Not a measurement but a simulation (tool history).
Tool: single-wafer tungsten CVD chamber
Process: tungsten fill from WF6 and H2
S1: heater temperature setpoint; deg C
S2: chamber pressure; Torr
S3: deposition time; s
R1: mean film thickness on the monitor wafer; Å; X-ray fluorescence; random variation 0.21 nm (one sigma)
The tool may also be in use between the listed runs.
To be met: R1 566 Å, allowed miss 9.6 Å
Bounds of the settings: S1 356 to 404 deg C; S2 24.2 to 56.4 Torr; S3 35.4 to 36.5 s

run,hour,S1,S2,S3,R1
1,0,380,40.3,35.4,674.99
2,6.6,379,40.3,35.4,662.62
3,11.4,379,40.3,36.5,683.42
4,14.3,379,40.3,35.4,659.72
5,16.5,378,40.3,35.4,647.84
6,23.5,377,40.3,35.4,634.13
7,32.4,376,40.3,35.4,625.57
8,36.2,375,40.3,35.4,613.39
9,43.5,374,40.3,35.4,603.8
10,49,373,40.3,35.4,590.8
11,55.7,372,40.3,35.4,583.72

Which of these 5 next moves meets every target?
A,62.4,378,33.6,36.5,?
B,62.4,376,36.7,35.4,?
C,62.4,366,46.8,35.4,?
D,62.4,368,43.7,36.5,?
E,62.4,370,42.8,36.5,?

move,R1
A,590
B,586.1
C,566.64
D,582.38
E,597.15
A: further off than the last run
B: further off than the last run
C: meets every target
D: nearer than the last run, and not there yet
E: further off than the last run
The right move is C.
